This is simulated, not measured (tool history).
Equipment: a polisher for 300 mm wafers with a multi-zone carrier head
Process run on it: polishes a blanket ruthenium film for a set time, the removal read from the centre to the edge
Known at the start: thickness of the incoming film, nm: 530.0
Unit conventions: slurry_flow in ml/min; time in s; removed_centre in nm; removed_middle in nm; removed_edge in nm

Run 1, hour 0: slurry_flow 135 ml/min, centre_zone 1, middle_zone 1, edge_zone 1, time 71 s. Result: removed_centre 91.659 nm, removed_middle 90.726 nm, removed_edge 91.755 nm.
Run 2, hour 8.8: slurry_flow 135 ml/min, centre_zone 1, middle_zone 1, edge_zone 1, time 83 s. Result: removed_centre 106.58 nm, removed_middle 105.83 nm, removed_edge 108.16 nm.
Run 3, hour 15.2: slurry_flow 135 ml/min, centre_zone 1, middle_zone 1, edge_zone 1.03, time 83 s. Result: removed_centre 107.71 nm, removed_middle 106.33 nm, removed_edge 109.19 nm.
Run 4, hour 20.3: slurry_flow 130 ml/min, centre_zone 0.98, middle_zone 1.01, edge_zone 1, time 80 s. Result: removed_centre 99.043 nm, removed_middle 101.88 nm, removed_edge 102.34 nm.
Run 5, hour 23.4: slurry_flow 125 ml/min, centre_zone 0.97, middle_zone 1.01, edge_zone 0.97, time 78 s. Result: removed_centre 95.963 nm, removed_middle 99.407 nm, removed_edge 99.796 nm.
Run 6, hour 29.6: slurry_flow 125 ml/min, centre_zone 0.97, middle_zone 1.01, edge_zone 0.97, time 89 s. Result: removed_centre 109.25 nm, removed_middle 113.11 nm, removed_edge 114.59 nm.
Run 7, hour 37.3: slurry_flow 125 ml/min, centre_zone 0.96, middle_zone 1.02, edge_zone 0.95, time 85 s. Result: removed_centre 102.88 nm, removed_middle 108.01 nm, removed_edge 107.32 nm.
Run 8, hour 42.9: slurry_flow 125 ml/min, centre_zone 0.95, middle_zone 1.03, edge_zone 0.93, time 82 s. Result: removed_centre 98.008 nm, removed_middle 106.55 nm, removed_edge 103.17 nm.
Run 9, hour 51.7: slurry_flow 125 ml/min, centre_zone 0.94, middle_zone 1.03, edge_zone 0.92, time 79 s. Result: removed_centre 94.293 nm, removed_middle 102.43 nm, removed_edge 99.419 nm.
Run 10, hour 55: slurry_flow 125 ml/min, centre_zone 0.94, middle_zone 1.03, edge_zone 0.92, time 79 s. Result: removed_centre 92.932 nm, removed_middle 102.36 nm, removed_edge 99.089 nm.
Run 11, hour 56.7: slurry_flow 125 ml/min, centre_zone 0.94, middle_zone 1.03, edge_zone 0.91, time 76 s. Result: removed_centre 90.404 nm, removed_middle 99.199 nm, removed_edge 93.927 nm.
Run 12, hour 58.7: slurry_flow 95 ml/min, centre_zone 0.84, middle_zone 1, edge_zone 0.81, time 67 s. Result: removed_centre 63.703 nm, removed_middle 77.564 nm, removed_edge 75.172 nm.
Run 13, hour 61.7: slurry_flow 100 ml/min, centre_zone 0.85, middle_zone 1, edge_zone 0.81, time 67 s. Result: removed_centre 66.508 nm, removed_middle 78.317 nm, removed_edge 77.48 nm.
Run 14, hour 65.4: slurry_flow 105 ml/min, centre_zone 0.86, middle_zone 1.01, edge_zone 0.81, time 66 s. Result: removed_centre 68.327 nm, removed_middle 81.372 nm, removed_edge 77.109 nm.

Estimate the outcome of run 15 from the log above:
Run 15, hour 72.2: slurry_flow 115 ml/min, centre_zone 0.87, middle_zone 1.02, edge_zone 0.81, time 65 s. Result: removed_centre ?, removed_middle ?, removed_edge ?.

For run 15 the tool returned removed_centre 69.128 nm, removed_middle 80.015 nm, removed_edge 75.416 nm.
